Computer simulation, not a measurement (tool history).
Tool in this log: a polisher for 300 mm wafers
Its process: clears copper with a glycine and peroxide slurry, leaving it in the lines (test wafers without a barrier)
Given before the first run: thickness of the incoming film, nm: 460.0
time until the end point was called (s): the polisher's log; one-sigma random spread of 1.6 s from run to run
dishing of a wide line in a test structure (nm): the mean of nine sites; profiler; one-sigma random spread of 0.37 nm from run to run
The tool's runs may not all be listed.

run	hour	flow of slurry (ml/min)	pressure of the wafer on the pad (kPa)	speed of the pad under the wafer (cm/s)	overpolish time after the end point (s)	time until the end point was called (s)	dishing of a wide line in a test structure (nm)
1	0	150	18.6	102	9	93.324	35.676
2	3.1	180	18.6	102	9	87.715	35.544
3	12	195	17.2	102	7	93.103	27.439
4	13.5	205	16.5	102	6	95.67	22.381
5	21	205	12.4	102	6	120.28	18.817
6	25	210	13.8	102	5	112.84	16.63
7	29.8	210	15.2	102	5	104.73	18.226

What will run 8 give?
8	31.8	210	15.9	102	4	?	?

Run 8 came out at time until the end point was called (s) 100.55, dishing of a wide line in a test structure (nm) 14.96.
